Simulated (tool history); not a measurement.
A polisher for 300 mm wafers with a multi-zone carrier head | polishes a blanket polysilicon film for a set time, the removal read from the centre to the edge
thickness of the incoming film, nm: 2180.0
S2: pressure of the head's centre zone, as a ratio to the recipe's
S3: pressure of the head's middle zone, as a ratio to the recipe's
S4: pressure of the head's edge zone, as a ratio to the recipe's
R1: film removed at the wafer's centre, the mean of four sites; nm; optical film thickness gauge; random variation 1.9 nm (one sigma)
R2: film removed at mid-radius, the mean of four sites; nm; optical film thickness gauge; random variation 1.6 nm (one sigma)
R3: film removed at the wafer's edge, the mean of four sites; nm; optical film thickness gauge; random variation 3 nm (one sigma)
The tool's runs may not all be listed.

run 1 hour=0.0 | flow_of_slurry_(ml/min)=255 S2=1.00 S3=1.00 S4=1.00 polishing_time_(s)=54 | R1=353.69 R2=353.18 R3=360.70
run 2 hour=6.3 | flow_of_slurry_(ml/min)=315 S2=1.00 S3=1.00 S4=1.00 polishing_time_(s)=54 | R1=357.35 R2=361.13 R3=362.51
run 3 hour=15.1 | flow_of_slurry_(ml/min)=345 S2=1.00 S3=1.00 S4=1.00 polishing_time_(s)=54 | R1=357.06 R2=368.41 R3=360.41
run 4 hour=22.8 | flow_of_slurry_(ml/min)=335 S2=0.97 S3=0.96 S4=1.00 polishing_time_(s)=48 | R1=312.98 R2=312.81 R3=324.99
run 5 hour=24.6 | flow_of_slurry_(ml/min)=335 S2=0.97 S3=1.01 S4=1.00 polishing_time_(s)=48 | R1=313.05 R2=332.47 R3=314.79
run 6 hour=29.6 | flow_of_slurry_(ml/min)=335 S2=0.97 S3=1.06 S4=1.00 polishing_time_(s)=48 | R1=306.81 R2=341.61 R3=325.11
run 7 hour=30.9 | flow_of_slurry_(ml/min)=320 S2=0.94 S3=1.01 S4=1.03 polishing_time_(s)=43 | R1=268.44 R2=291.66 R3=294.91
run 8 hour=34.7 | flow_of_slurry_(ml/min)=315 S2=0.92 S3=0.97 S4=1.03 polishing_time_(s)=39 | R1=239.05 R2=254.48 R3=260.87

Run 9 comes next. What will it give?
run 9 hour=39.1 | flow_of_slurry_(ml/min)=315 S2=0.92 S3=0.97 S4=1.03 polishing_time_(s)=39 | R1=? R2=? R3=?

Run 9 gave R1 239.19 nm, R2 258.01 nm, R3 270.12 nm.
